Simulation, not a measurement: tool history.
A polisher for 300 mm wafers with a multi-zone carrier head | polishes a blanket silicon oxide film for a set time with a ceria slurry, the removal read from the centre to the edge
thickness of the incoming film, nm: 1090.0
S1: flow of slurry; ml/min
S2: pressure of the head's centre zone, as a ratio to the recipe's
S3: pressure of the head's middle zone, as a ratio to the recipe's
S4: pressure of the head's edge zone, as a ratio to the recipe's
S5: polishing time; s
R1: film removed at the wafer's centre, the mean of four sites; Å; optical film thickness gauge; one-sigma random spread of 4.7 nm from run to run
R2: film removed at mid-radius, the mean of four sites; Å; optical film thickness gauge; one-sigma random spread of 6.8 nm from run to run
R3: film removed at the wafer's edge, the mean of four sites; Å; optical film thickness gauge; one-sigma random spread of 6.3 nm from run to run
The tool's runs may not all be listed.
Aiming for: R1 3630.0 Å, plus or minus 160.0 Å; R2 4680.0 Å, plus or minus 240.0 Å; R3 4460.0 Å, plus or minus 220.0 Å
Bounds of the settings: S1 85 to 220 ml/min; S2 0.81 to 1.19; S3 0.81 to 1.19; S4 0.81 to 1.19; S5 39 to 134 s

run,hour,S1,S2,S3,S4,S5,R1,R2,R3
1,0.0,140,1.00,1.00,1.00,86,3457.6,3505.8,3774.3
2,2.7,150,0.98,1.05,1.03,88,3439.3,3839.7,3903.6
3,10.2,165,0.98,1.05,1.03,88,3619.6,3907.8,3977.5
4,13.3,170,0.96,1.07,1.05,90,3667.9,4136.1,4119.0
5,15.7,170,0.96,1.04,1.05,90,3738.7,3888.4,4101.7
6,20.5,165,0.95,1.07,1.07,92,3691.5,4184.9,4277.9
7,21.1,165,0.94,1.09,1.08,93,3678.5,4257.6,4312.5
8,27.3,165,0.93,1.11,1.08,94,3644.4,4273.6,4294.2
# hour 28.6: edge zone pressure recalibrated
9,28.6,165,0.92,1.13,1.09,95,3605.2,4465.0,4152.0

Consider the 5 candidate settings below. Which is the only one whose results all fall within their allowed miss of target?
A,29.9,175,0.96,1.00,1.19,94,?,?,?
B,29.9,170,0.85,0.98,1.11,100,?,?,?
C,29.9,150,0.90,1.06,1.15,96,?,?,?
D,29.9,125,0.92,1.18,1.18,102,?,?,?
E,29.9,175,0.96,1.12,1.05,92,?,?,?

move,R1,R2,R3
A,3802.8,4002.3,4498.9
B,3557.3,4167.6,4601.2
C,3523.0,4173.2,4415.9
D,3652.9,4662.5,4609.4
E,3725.0,4314.9,4124.4
A: meets the target for the result that was furthest off, but another lies outside its allowed miss
B: meets the target for the result that was furthest off, but another lies outside its allowed miss
C: meets the target for the result that was furthest off, but another lies outside its allowed miss
D: each result inside its tolerance
E: further off than the last run
The right move is D.
